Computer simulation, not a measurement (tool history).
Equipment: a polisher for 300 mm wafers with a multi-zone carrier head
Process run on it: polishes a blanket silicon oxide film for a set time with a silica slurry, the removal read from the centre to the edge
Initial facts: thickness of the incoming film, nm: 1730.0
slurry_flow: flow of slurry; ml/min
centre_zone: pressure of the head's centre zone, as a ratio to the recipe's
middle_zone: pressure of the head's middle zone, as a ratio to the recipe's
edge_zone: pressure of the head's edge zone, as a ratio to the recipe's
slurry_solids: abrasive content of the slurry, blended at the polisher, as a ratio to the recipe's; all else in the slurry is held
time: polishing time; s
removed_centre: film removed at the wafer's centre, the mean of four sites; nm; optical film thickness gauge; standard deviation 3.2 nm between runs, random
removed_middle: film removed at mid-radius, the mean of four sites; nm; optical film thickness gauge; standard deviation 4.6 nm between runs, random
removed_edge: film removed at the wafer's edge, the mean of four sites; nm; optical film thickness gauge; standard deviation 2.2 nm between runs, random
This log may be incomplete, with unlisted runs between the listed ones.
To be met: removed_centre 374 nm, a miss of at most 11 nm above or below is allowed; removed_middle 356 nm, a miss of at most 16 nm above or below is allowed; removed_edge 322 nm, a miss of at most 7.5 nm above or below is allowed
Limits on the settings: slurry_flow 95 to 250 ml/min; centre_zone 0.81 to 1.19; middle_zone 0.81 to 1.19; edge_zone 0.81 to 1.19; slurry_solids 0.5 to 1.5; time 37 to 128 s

run	hour	slurry_flow	centre_zone	middle_zone	edge_zone	slurry_solids	time	removed_centre	removed_middle	removed_edge
1	0	160	1	1	1	1	82	192.86	192.6	197.13
2	3.4	160	1	1	1.07	1	82	195.1	194.17	206.97
3	6.1	140	1	1	1.07	1	82	191.01	190.26	200.38
4	11.8	140	1	0.97	1.07	1	82	189.17	187.46	203.04
5	15.5	155	1.03	1.02	1.07	1.1	86	221.97	218.59	225.2
6	23.8	155	1.03	1.02	1.07	1.1	70	178.08	178.25	184.77
7	25.4	170	1.07	1.06	1.09	1.2	75	211.73	207.94	208.62
8	33.6	215	1.17	1.16	1.16	1.45	98	345.56	328.14	313.05
# hour 37.7: worn pad replaced by a new one
9	37.7	220	1.17	1.17	1.15	1.45	98	393.32	379.52	362.94
10	44.9	215	1.17	1.17	1.13	1.4	98	389.11	382.81	351.43
11	49.2	210	1.17	1.16	1.12	1.35	98	375.76	364.21	339.8

4 candidate next runs follow, results not yet known. Just one meets every target within its allowed miss. Identify it.
A	53.5	250	1.17	1.14	1.04	1.5	90	?	?	?
B	53.5	190	1.14	1.19	1.1	1.35	94	?	?	?
C	53.5	205	1.13	1.08	1.06	1.5	97	?	?	?
D	53.5	225	1.15	1.09	1.12	1.4	100	?	?	?

move	removed_centre	removed_middle	removed_edge
A	375.85	350.11	321.75
B	351.72	350.4	321.96
C	379.6	350.84	343.38
D	393.6	359.62	357.87
A: hits every target within its allowed miss
B: brings the result that was furthest off to its target, and leaves another outside
C: its largest miss is bigger than the last run's
D: its largest miss is bigger than the last run's
Correct choice: A, which meets every target

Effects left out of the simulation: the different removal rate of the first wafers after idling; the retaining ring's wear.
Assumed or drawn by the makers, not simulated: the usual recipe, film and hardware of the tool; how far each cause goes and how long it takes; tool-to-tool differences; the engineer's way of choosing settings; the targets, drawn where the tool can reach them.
